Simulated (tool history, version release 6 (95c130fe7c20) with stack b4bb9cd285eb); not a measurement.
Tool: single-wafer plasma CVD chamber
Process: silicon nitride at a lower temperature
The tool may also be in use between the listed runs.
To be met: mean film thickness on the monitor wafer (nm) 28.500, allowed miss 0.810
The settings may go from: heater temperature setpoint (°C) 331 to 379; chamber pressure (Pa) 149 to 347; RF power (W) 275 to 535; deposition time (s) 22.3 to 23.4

run,hour,heater temperature setpoint (°C),chamber pressure (Pa),RF power (W),deposition time (s),mean film thickness on the monitor wafer (nm)
1,0.0,355,248,405,23.4,32.356
2,5.0,355,248,405,22.3,30.636
3,12.3,355,244,400,22.3,30.392
4,20.3,355,240,395,22.3,30.202
5,22.2,355,236,390,22.3,29.819
6,29.9,355,236,335,22.3,27.069
7,30.4,355,239,335,22.3,27.382
8,37.7,355,241,335,22.3,27.558
9,40.3,355,243,335,22.3,27.317
10,45.0,355,245,335,22.3,27.522
11,50.1,355,245,335,22.3,27.532
12,53.7,355,247,335,22.3,27.595
13,54.9,355,248,335,22.3,27.463

Which of these 4 next moves meets every target?
A,56.1,350,280,350,23.4,?
B,56.1,356,264,345,22.3,?
C,56.1,354,263,355,23.4,?
D,56.1,352,237,325,22.3,?

move,mean film thickness on the monitor wafer (nm)
A,30.809
B,28.610
C,30.525
D,26.833
A: takes the result that was furthest off past its target
B: meets every target
C: takes the result that was furthest off past its target
D: further off than the last run
Answer: B
